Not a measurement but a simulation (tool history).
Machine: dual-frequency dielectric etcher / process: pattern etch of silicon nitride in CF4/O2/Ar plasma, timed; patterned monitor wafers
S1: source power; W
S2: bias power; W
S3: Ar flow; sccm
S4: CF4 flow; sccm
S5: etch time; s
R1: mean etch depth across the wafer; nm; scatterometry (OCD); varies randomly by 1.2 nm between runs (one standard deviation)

{"run": 1, "hour": 0.0, "S1": 630, "S2": 44, "S3": 74, "S4": 106, "S5": 77.5, "R1": 195.81}
{"run": 2, "hour": 7.7, "S1": 630, "S2": 44, "S3": 84, "S4": 106, "S5": 77.5, "R1": 193.36}
{"run": 3, "hour": 14.3, "S1": 680, "S2": 45, "S3": 84, "S4": 107, "S5": 77.5, "R1": 212.08}
{"run": 4, "hour": 21.1, "S1": 680, "S2": 45, "S3": 84, "S4": 97, "S5": 77.5, "R1": 210.23}
{"run": 5, "hour": 22.9, "S1": 720, "S2": 45, "S3": 84, "S4": 97, "S5": 77.5, "R1": 224.19}
{"run": 6, "hour": 30.9, "S1": 720, "S2": 50, "S3": 84, "S4": 97, "S5": 77.5, "R1": 236.52}
{"run": 7, "hour": 33.4, "S1": 740, "S2": 50, "S3": 84, "S4": 97, "S5": 77.5, "R1": 243.26}

Expected results for the next run?
{"run": 8, "hour": 34.5, "S1": 760, "S2": 50, "S3": 84, "S4": 97, "S5": 77.5, "R1": "?"}

{"run 8": {"R1": 248.96}}
